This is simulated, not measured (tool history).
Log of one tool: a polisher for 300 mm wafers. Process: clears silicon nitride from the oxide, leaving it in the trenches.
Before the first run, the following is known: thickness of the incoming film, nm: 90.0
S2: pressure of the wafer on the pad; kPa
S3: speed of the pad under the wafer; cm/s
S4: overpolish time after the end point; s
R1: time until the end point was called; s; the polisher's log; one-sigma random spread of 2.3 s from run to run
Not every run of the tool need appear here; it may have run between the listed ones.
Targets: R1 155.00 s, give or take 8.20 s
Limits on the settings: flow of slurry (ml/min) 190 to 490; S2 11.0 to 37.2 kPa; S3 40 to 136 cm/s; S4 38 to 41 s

Run 1, hour 0.0: flow of slurry (ml/min) 315, S2 24.1 kPa, S3 88 cm/s, S4 38 s. Result: R1 108.26 s.
Run 2, hour 1.0: flow of slurry (ml/min) 315, S2 24.1 kPa, S3 88 cm/s, S4 41 s. Result: R1 106.21 s.
Run 3, hour 6.8: flow of slurry (ml/min) 315, S2 24.1 kPa, S3 88 cm/s, S4 38 s. Result: R1 109.94 s.
Run 4, hour 11.5: flow of slurry (ml/min) 315, S2 20.7 kPa, S3 88 cm/s, S4 38 s. Result: R1 120.43 s.
Run 5, hour 13.1: flow of slurry (ml/min) 315, S2 20.0 kPa, S3 88 cm/s, S4 38 s. Result: R1 126.98 s.
Run 6, hour 18.7: flow of slurry (ml/min) 370, S2 20.0 kPa, S3 88 cm/s, S4 38 s. Result: R1 126.32 s.
Run 7, hour 25.1: flow of slurry (ml/min) 370, S2 19.3 kPa, S3 88 cm/s, S4 38 s. Result: R1 126.65 s.
At hour 27.2: slurry nozzle cleaned.
Run 8, hour 27.2: flow of slurry (ml/min) 370, S2 18.6 kPa, S3 88 cm/s, S4 38 s. Result: R1 128.33 s.
Run 9, hour 35.8: flow of slurry (ml/min) 370, S2 17.9 kPa, S3 88 cm/s, S4 38 s. Result: R1 131.17 s.

Pick the move, out of 4, that brings all results within their allowed miss; only one does.
Run A, hour 44.4: flow of slurry (ml/min) 395, S2 17.2 kPa, S3 84 cm/s, S4 40 s. Result: R1 ?.
Run B, hour 44.4: flow of slurry (ml/min) 375, S2 17.2 kPa, S3 100 cm/s, S4 41 s. Result: R1 ?.
Run C, hour 44.4: flow of slurry (ml/min) 415, S2 24.1 kPa, S3 76 cm/s, S4 41 s. Result: R1 ?.
Run D, hour 44.4: flow of slurry (ml/min) 310, S2 12.4 kPa, S3 100 cm/s, S4 41 s. Result: R1 ?.

move      R1
   A  136.91
   B  116.75
   C  113.81
   D  152.32
A: an improvement on the last run, though not all results are within tolerance
B: the biggest miss grows against the last run
C: the biggest miss grows against the last run
D: each result inside its tolerance
Move D is the one to make.
